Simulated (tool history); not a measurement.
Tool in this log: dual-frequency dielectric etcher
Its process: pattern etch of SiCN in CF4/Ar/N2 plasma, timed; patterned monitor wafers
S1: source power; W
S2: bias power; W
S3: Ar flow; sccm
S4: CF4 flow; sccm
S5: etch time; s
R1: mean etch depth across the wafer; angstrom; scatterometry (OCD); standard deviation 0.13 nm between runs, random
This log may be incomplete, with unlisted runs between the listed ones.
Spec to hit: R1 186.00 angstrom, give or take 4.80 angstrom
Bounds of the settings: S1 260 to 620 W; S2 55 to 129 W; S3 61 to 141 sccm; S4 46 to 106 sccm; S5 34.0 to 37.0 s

run    day   S1  S2   S3  S4    S5      R1
  1  0.000  440  92  101  76  37.0  331.86
  2  0.104  390  92  101  76  37.0  290.29
  3  0.283  390  99  101  76  37.0  299.11
  4  0.633  390  99  101  76  34.0  276.25
  5  0.817  350  94  104  74  34.0  235.37
  6  1.100  350  80  104  74  34.0  223.17
  7  1.421  350  80  104  74  34.0  221.62
  8  1.442  330  80  104  74  34.0  207.54
  9  1.712  320  80  104  74  34.0  200.78
 10  1.925  310  80  104  74  34.0  196.18

Which of these 5 next moves meets every target?
  A  2.138  300  80  115  70  34.5   ?
  B  2.138  310  73   91  72  35.5   ?
  C  2.138  310  83  106  75  36.5   ?
  D  2.138  310  83  102  71  36.5   ?
  E  2.138  330  78  106  78  34.0   ?

move      R1
   A  186.71
   B  200.60
   C  212.75
   D  211.97
   E  209.47
A: all results land within tolerance of their targets
B: lands further from the targets than the last run did
C: lands further from the targets than the last run did
D: lands further from the targets than the last run did
E: lands further from the targets than the last run did
So the answer is move A, the one that meets all the targets.
